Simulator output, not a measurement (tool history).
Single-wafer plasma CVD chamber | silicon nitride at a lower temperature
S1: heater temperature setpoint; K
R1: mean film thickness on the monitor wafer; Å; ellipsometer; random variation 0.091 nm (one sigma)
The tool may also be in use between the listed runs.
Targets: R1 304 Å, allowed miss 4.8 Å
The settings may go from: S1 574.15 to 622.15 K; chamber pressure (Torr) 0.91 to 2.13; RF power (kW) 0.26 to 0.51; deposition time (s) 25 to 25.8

run 1 hour=0 | S1=598.15 chamber_pressure_(Torr)=1.52 RF_power_(kW)=0.385 deposition_time_(s)=25 | R1=336.4
run 2 hour=5.9 | S1=598.15 chamber_pressure_(Torr)=1.46 RF_power_(kW)=0.385 deposition_time_(s)=25 | R1=333.83
run 3 hour=14.1 | S1=598.15 chamber_pressure_(Torr)=1.32 RF_power_(kW)=0.385 deposition_time_(s)=25 | R1=322.28
run 4 hour=17.7 | S1=598.15 chamber_pressure_(Torr)=1.29 RF_power_(kW)=0.385 deposition_time_(s)=25 | R1=321.12
run 5 hour=23.3 | S1=598.15 chamber_pressure_(Torr)=1.26 RF_power_(kW)=0.385 deposition_time_(s)=25 | R1=320.5
run 6 hour=26.4 | S1=598.15 chamber_pressure_(Torr)=1.43 RF_power_(kW)=0.385 deposition_time_(s)=25 | R1=330.07
run 7 hour=33.6 | S1=598.15 chamber_pressure_(Torr)=1.43 RF_power_(kW)=0.385 deposition_time_(s)=25 | R1=331.75
run 8 hour=36.9 | S1=598.15 chamber_pressure_(Torr)=1.38 RF_power_(kW)=0.385 deposition_time_(s)=25 | R1=329.17
run 9 hour=42.5 | S1=598.15 chamber_pressure_(Torr)=1.08 RF_power_(kW)=0.37 deposition_time_(s)=25 | R1=297.31
run 10 hour=48.1 | S1=598.15 chamber_pressure_(Torr)=1.09 RF_power_(kW)=0.37 deposition_time_(s)=25 | R1=298.14
run 11 hour=50.4 | S1=598.15 chamber_pressure_(Torr)=1.1 RF_power_(kW)=0.37 deposition_time_(s)=25 | R1=298
run 12 hour=57.7 | S1=598.15 chamber_pressure_(Torr)=1.1 RF_power_(kW)=0.37 deposition_time_(s)=25 | R1=297.47
run 13 hour=60.4 | S1=598.15 chamber_pressure_(Torr)=1.11 RF_power_(kW)=0.37 deposition_time_(s)=25 | R1=299.27

Which of these 5 next moves meets every target?
run A hour=63.1 | S1=599.15 chamber_pressure_(Torr)=1.23 RF_power_(kW)=0.325 deposition_time_(s)=25 | R1=?
run B hour=63.1 | S1=597.15 chamber_pressure_(Torr)=0.94 RF_power_(kW)=0.395 deposition_time_(s)=25.8 | R1=?
run C hour=63.1 | S1=600.15 chamber_pressure_(Torr)=0.99 RF_power_(kW)=0.385 deposition_time_(s)=25 | R1=?
run D hour=63.1 | S1=607.15 chamber_pressure_(Torr)=1.11 RF_power_(kW)=0.36 deposition_time_(s)=25.2 | R1=?
run E hour=63.1 | S1=606.15 chamber_pressure_(Torr)=1.18 RF_power_(kW)=0.335 deposition_time_(s)=25.3 | R1=?

move=A R1=286.11
move=B R1=300.55
move=C R1=292.38
move=D R1=294.28
move=E R1=289.84
A: further off than the last run
B: meets every target
C: further off than the last run
D: further off than the last run
E: further off than the last run
The right move is B.

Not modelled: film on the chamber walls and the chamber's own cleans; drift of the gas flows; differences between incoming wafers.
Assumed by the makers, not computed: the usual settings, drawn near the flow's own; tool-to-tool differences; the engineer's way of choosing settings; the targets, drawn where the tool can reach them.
